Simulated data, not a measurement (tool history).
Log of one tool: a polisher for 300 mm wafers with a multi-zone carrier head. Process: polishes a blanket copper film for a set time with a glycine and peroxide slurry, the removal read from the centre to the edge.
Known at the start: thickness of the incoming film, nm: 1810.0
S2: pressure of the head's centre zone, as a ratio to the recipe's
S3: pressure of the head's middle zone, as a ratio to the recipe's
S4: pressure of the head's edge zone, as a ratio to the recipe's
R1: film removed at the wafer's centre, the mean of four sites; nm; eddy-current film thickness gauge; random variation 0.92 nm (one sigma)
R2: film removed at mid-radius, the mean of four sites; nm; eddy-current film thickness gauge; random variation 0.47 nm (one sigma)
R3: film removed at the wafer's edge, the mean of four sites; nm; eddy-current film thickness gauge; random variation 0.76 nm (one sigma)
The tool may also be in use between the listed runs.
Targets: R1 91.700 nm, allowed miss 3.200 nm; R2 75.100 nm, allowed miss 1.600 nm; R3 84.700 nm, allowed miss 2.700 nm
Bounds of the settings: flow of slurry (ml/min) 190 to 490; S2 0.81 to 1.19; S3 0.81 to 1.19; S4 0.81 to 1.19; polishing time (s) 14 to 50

{"run": 1, "hour": 0.0, "flow of slurry (ml/min)": 315, "S2": 1.0, "S3": 1.0, "S4": 1.0, "polishing time (s)": 32, "R1": 102.7, "R2": 101.64, "R3": 103.05}
{"run": 2, "hour": 8.8, "flow of slurry (ml/min)": 305, "S2": 1.01, "S3": 0.96, "S4": 0.97, "polishing time (s)": 31, "R1": 97.448, "R2": 94.343, "R3": 96.31}
{"run": 3, "hour": 11.4, "flow of slurry (ml/min)": 305, "S2": 0.97, "S3": 0.96, "S4": 0.97, "polishing time (s)": 31, "R1": 93.644, "R2": 95.615, "R3": 96.372}
{"run": 4, "hour": 15.4, "flow of slurry (ml/min)": 305, "S2": 0.97, "S3": 1.03, "S4": 0.97, "polishing time (s)": 31, "R1": 93.119, "R2": 101.43, "R3": 97.787}
{"hour": 23.9, "done": "worn pad replaced by a new one"}
{"run": 5, "hour": 23.9, "flow of slurry (ml/min)": 295, "S2": 0.99, "S3": 0.98, "S4": 0.97, "polishing time (s)": 30, "R1": 101.86, "R2": 101.19, "R3": 102.63}
{"run": 6, "hour": 30.8, "flow of slurry (ml/min)": 295, "S2": 1.07, "S3": 0.98, "S4": 0.97, "polishing time (s)": 30, "R1": 107.92, "R2": 101.57, "R3": 102.31}
{"run": 7, "hour": 32.6, "flow of slurry (ml/min)": 330, "S2": 1.06, "S3": 0.94, "S4": 0.97, "polishing time (s)": 30, "R1": 110.99, "R2": 99.163, "R3": 105.59}
{"run": 8, "hour": 40.3, "flow of slurry (ml/min)": 315, "S2": 1.06, "S3": 0.91, "S4": 0.96, "polishing time (s)": 28, "R1": 104.42, "R2": 90.692, "R3": 95.243}

4 next moves are on the table. One of them brings every result within its allowed miss. Which?
{"run": "A", "hour": 48.0, "flow of slurry (ml/min)": 340, "S2": 0.85, "S3": 1.05, "S4": 1.03, "polishing time (s)": 31, "R1": "?", "R2": "?", "R3": "?"}
{"run": "B", "hour": 48.0, "flow of slurry (ml/min)": 195, "S2": 1.11, "S3": 0.97, "S4": 0.96, "polishing time (s)": 26, "R1": "?", "R2": "?", "R3": "?"}
{"run": "C", "hour": 48.0, "flow of slurry (ml/min)": 220, "S2": 1.13, "S3": 0.93, "S4": 0.96, "polishing time (s)": 25, "R1": "?", "R2": "?", "R3": "?"}
{"run": "D", "hour": 48.0, "flow of slurry (ml/min)": 365, "S2": 1.08, "S3": 0.86, "S4": 0.99, "polishing time (s)": 24, "R1": "?", "R2": "?", "R3": "?"}

move=A R1=91.781 R2=113.140 R3=112.910
move=B R1=92.761 R2=82.346 R3=86.720
move=C R1=92.896 R2=78.011 R3=84.702
move=D R1=90.969 R2=74.493 R3=86.389
A: further off than the last run
B: nearer than the last run, and not there yet
C: nearer than the last run, and not there yet
D: meets every target
The right move is D.

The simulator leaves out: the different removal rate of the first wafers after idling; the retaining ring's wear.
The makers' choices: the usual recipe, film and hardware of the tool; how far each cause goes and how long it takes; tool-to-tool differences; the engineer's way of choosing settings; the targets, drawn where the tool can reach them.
